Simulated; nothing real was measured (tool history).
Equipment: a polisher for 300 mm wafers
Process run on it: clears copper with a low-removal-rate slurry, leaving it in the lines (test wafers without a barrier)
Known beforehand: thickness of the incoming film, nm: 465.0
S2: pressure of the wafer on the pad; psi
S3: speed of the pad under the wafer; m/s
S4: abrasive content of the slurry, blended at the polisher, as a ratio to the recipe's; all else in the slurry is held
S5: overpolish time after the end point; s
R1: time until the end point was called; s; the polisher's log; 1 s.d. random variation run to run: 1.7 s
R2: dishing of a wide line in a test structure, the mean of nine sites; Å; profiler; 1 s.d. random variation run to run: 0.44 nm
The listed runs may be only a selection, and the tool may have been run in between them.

Run 1, day 0: flow of slurry (ml/min) 270, S2 3.8 psi, S3 0.98 m/s, S4 1, S5 13 s. Result: R1 129.54 s, R2 294.52 Å.
Run 2, day 0.179: flow of slurry (ml/min) 270, S2 3.8 psi, S3 0.74 m/s, S4 1, S5 13 s. Result: R1 156.28 s, R2 239.33 Å.
Run 3, day 0.554: flow of slurry (ml/min) 270, S2 3.8 psi, S3 0.74 m/s, S4 1, S5 18 s. Result: R1 158.51 s, R2 317.78 Å.
Run 4, day 0.783: flow of slurry (ml/min) 270, S2 3.8 psi, S3 0.74 m/s, S4 1, S5 14 s. Result: R1 156.97 s, R2 263.7 Å.
Run 5, day 0.862: flow of slurry (ml/min) 270, S2 3.8 psi, S3 0.74 m/s, S4 1, S5 16 s. Result: R1 158.34 s, R2 290.4 Å.
Run 6, day 1.079: flow of slurry (ml/min) 270, S2 4.6 psi, S3 0.74 m/s, S4 1, S5 16 s. Result: R1 132.19 s, R2 338.16 Å.

The next listed run, before its measurement:
Run 7, day 1.229: flow of slurry (ml/min) 265, S2 4.4 psi, S3 0.74 m/s, S4 1, S5 17 s. Result: R1 ?, R2 ?.

Run 7 came out at R1 139.95 s, R2 345.62 Å.

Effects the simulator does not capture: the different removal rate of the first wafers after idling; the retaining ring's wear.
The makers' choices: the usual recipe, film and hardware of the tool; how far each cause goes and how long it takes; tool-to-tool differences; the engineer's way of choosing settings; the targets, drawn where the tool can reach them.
